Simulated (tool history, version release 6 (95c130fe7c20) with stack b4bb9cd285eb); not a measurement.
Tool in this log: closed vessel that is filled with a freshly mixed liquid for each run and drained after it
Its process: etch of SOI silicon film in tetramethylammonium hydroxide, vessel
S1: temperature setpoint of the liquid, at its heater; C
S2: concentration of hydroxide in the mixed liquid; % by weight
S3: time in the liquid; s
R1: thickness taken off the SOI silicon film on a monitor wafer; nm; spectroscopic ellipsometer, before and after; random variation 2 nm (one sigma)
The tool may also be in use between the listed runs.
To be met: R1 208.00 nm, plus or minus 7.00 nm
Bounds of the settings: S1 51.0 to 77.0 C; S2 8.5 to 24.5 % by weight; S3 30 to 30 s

{"run": 1, "hour": 0.0, "S1": 64.0, "S2": 16.5, "S3": 30, "R1": 130.07}
{"run": 2, "hour": 1.1, "S1": 65.5, "S2": 16.5, "S3": 30, "R1": 142.72}
{"run": 3, "hour": 8.9, "S1": 65.5, "S2": 17.5, "S3": 30, "R1": 140.6}
{"run": 4, "hour": 11.7, "S1": 65.5, "S2": 20.5, "S3": 30, "R1": 126.97}
{"run": 5, "hour": 16.5, "S1": 67.0, "S2": 20.5, "S3": 30, "R1": 141.4}
{"run": 6, "hour": 21.9, "S1": 70.5, "S2": 20.5, "S3": 30, "R1": 174.64}
{"run": 7, "hour": 26.0, "S1": 71.0, "S2": 20.5, "S3": 30, "R1": 179.95}
{"run": 8, "hour": 28.9, "S1": 71.5, "S2": 20.5, "S3": 30, "R1": 185.5}
{"run": 9, "hour": 33.2, "S1": 72.0, "S2": 20.5, "S3": 30, "R1": 191.35}

Which one of the following 4 next-run settings gets every result inside its allowed miss? There is exactly one.
{"run": "A", "hour": 37.5, "S1": 71.0, "S2": 20.5, "S3": 30, "R1": "?"}
{"run": "B", "hour": 37.5, "S1": 70.0, "S2": 20.0, "S3": 30, "R1": "?"}
{"run": "C", "hour": 37.5, "S1": 71.0, "S2": 21.0, "S3": 30, "R1": "?"}
{"run": "D", "hour": 37.5, "S1": 74.0, "S2": 21.0, "S3": 30, "R1": "?"}

move=A R1=178.45
move=B R1=170.31
move=C R1=176.33
move=D R1=209.75
A: moves away from the targets compared with the last run
B: moves away from the targets compared with the last run
C: moves away from the targets compared with the last run
D: hits every target within its allowed miss
Correct choice: D, which meets every target
